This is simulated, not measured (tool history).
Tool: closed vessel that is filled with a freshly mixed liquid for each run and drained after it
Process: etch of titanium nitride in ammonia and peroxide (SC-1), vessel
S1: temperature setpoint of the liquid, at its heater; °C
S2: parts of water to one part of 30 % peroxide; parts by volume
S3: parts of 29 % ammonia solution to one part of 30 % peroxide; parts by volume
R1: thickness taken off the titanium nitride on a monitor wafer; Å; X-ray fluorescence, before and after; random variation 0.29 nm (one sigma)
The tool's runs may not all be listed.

run 1 hour=0 | S1=46 S2=18 S3=0.55 time_in_the_liquid_(s)=645 | R1=269.21
run 2 hour=0.9 | S1=49.5 S2=18 S3=0.55 time_in_the_liquid_(s)=645 | R1=347.8
run 3 hour=8.8 | S1=49.5 S2=18 S3=0.55 time_in_the_liquid_(s)=690 | R1=370.53
run 4 hour=14.2 | S1=51.5 S2=18 S3=0.55 time_in_the_liquid_(s)=690 | R1=420.96
run 5 hour=14.8 | S1=51.5 S2=14.5 S3=0.55 time_in_the_liquid_(s)=690 | R1=479.67
run 6 hour=19.5 | S1=52.5 S2=14.5 S3=0.55 time_in_the_liquid_(s)=690 | R1=515.49

Forecast run 7:
-- hour=25.6 ammonia flow meter replaced
run 7 hour=25.6 | S1=53 S2=14.5 S3=0.55 time_in_the_liquid_(s)=690 | R1=?

Run 7 gave R1 542.98 Å.
